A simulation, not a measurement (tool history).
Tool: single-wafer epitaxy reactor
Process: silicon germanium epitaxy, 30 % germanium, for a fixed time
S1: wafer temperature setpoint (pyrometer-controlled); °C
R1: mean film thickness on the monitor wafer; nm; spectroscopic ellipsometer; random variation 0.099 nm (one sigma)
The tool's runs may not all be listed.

Run 1, hour 0.0: S1 605 °C, chamber pressure (Torr) 17.8. Result: R1 63.771 nm.
Run 2, hour 1.7: S1 605 °C, chamber pressure (Torr) 16.2. Result: R1 60.138 nm.
Run 3, hour 2.8: S1 605 °C, chamber pressure (Torr) 17.3. Result: R1 62.771 nm.
Run 4, hour 8.1: S1 602 °C, chamber pressure (Torr) 17.3. Result: R1 59.305 nm.
Run 5, hour 9.7: S1 609 °C, chamber pressure (Torr) 17.3. Result: R1 67.442 nm.
Run 6, hour 18.4: S1 606 °C, chamber pressure (Torr) 17.3. Result: R1 63.723 nm.
Run 7, hour 23.7: S1 603 °C, chamber pressure (Torr) 17.3. Result: R1 60.517 nm.
Run 8, hour 32.2: S1 601 °C, chamber pressure (Torr) 17.3. Result: R1 57.790 nm.

Forecast run 9:
Run 9, hour 34.3: S1 589 °C, chamber pressure (Torr) 17.0. Result: R1 ?.

Run 9 gave R1 45.348 nm.
